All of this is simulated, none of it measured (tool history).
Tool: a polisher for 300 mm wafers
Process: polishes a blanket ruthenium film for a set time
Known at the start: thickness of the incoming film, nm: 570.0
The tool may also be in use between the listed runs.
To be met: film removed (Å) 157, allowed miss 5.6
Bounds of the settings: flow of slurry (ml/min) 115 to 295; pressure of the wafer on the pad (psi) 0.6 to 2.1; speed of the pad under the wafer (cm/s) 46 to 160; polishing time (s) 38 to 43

run  hour  flow of slurry (ml/min)  pressure of the wafer on the pad (psi)  speed of the pad under the wafer (cm/s)  polishing time (s)  film removed (Å)
  1     0                      190                                     1.3                                      102                  43            345.77
  2   1.7                      190                                     1.2                                      100                  43            313.65
  3   8.4                      190                                       1                                      100                  43             265.5
  4  13.3                      190                                       1                                      100                  43            264.53
  5  21.7                      220                                       1                                      100                  43             267.6
  6  26.7                      195                                       1                                      100                  43            266.88
  7  29.5                      195                                       1                                       98                  43            260.27
  8  31.1                      195                                       1                                       96                  43            253.89
  9  34.6                      195                                       1                                       94                  43            245.28
 10  35.4                      195                                       1                                       92                  43            247.54

5 next moves are on the table. One of them brings every result within its allowed miss. Which?
  A  36.2                      220                                     0.7                                       78                  40                 ?
  B  36.2                      165                                     0.8                                       72                  41                 ?
  C  36.2                      155                                     0.9                                       66                  39                 ?
  D  36.2                      200                                     0.8                                       80                  39                 ?
  E  36.2                      190                                     0.9                                       66                  39                 ?

move  film removed (Å)
   A            139.38
   B            144.08
   C            139.62
   D            156.11
   E            144.24
A: takes the result that was furthest off past its target
B: takes the result that was furthest off past its target
C: takes the result that was furthest off past its target
D: meets every target
E: takes the result that was furthest off past its target
The right move is D.
